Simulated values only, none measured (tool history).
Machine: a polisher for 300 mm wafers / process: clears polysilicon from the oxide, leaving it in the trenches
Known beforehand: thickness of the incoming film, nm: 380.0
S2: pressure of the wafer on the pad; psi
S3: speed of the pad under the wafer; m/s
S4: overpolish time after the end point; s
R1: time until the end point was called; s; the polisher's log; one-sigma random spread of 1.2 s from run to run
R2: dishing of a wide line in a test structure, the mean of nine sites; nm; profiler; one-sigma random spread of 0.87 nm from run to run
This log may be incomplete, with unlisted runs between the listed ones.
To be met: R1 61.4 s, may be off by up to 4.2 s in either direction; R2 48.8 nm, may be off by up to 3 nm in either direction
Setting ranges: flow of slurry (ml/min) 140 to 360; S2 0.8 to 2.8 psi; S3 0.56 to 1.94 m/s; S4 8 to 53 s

run 1 hour=0 | flow_of_slurry_(ml/min)=230 S2=1.8 S3=1.24 S4=27 | R1=34.586 R2=53.396
run 2 hour=8 | flow_of_slurry_(ml/min)=190 S2=1.8 S3=1.24 S4=27 | R1=33.787 R2=52.587
run 3 hour=16.7 | flow_of_slurry_(ml/min)=190 S2=1.6 S3=1.24 S4=27 | R1=37.003 R2=51.547
run 4 hour=21.1 | flow_of_slurry_(ml/min)=190 S2=1.8 S3=1.24 S4=27 | R1=34.856 R2=51.232
run 5 hour=23.4 | flow_of_slurry_(ml/min)=175 S2=1.6 S3=1.12 S4=26 | R1=42.045 R2=51.658
run 6 hour=25 | flow_of_slurry_(ml/min)=175 S2=1.6 S3=1.12 S4=35 | R1=40.583 R2=51.752
run 7 hour=32 | flow_of_slurry_(ml/min)=165 S2=1.4 S3=1.1 S4=32 | R1=47.003 R2=51.941
run 8 hour=37.7 | flow_of_slurry_(ml/min)=155 S2=1.3 S3=1.08 S4=26 | R1=51.645 R2=51.551
run 9 hour=46.2 | flow_of_slurry_(ml/min)=150 S2=1.2 S3=1.08 S4=22 | R1=54.808 R2=49.125
run 10 hour=46.9 | flow_of_slurry_(ml/min)=150 S2=1.1 S3=1.08 S4=22 | R1=58.846 R2=49.899
run 11 hour=47.5 | flow_of_slurry_(ml/min)=150 S2=1.1 S3=1.08 S4=22 | R1=58.148 R2=49.566
run 12 hour=53.2 | flow_of_slurry_(ml/min)=150 S2=1 S3=1.06 S4=16 | R1=61.535 R2=45.185

Pick the move, out of 4, that brings all results within their allowed miss; only one does.
run A hour=58.9 | flow_of_slurry_(ml/min)=195 S2=0.9 S3=1.08 S4=25 | R1=? R2=?
run B hour=58.9 | flow_of_slurry_(ml/min)=205 S2=1.2 S3=0.9 S4=13 | R1=? R2=?
run C hour=58.9 | flow_of_slurry_(ml/min)=185 S2=1.1 S3=0.92 S4=14 | R1=? R2=?
run D hour=58.9 | flow_of_slurry_(ml/min)=170 S2=0.8 S3=1.1 S4=14 | R1=? R2=?

move=A R1=59.524 R2=48.647
move=B R1=58.862 R2=40.747
move=C R1=61.94 R2=41.127
move=D R1=64.02 R2=40.583
A: every result within its allowed miss
B: misses by more than the last run did
C: misses by more than the last run did
D: misses by more than the last run did
Go with A: it meets all targets.
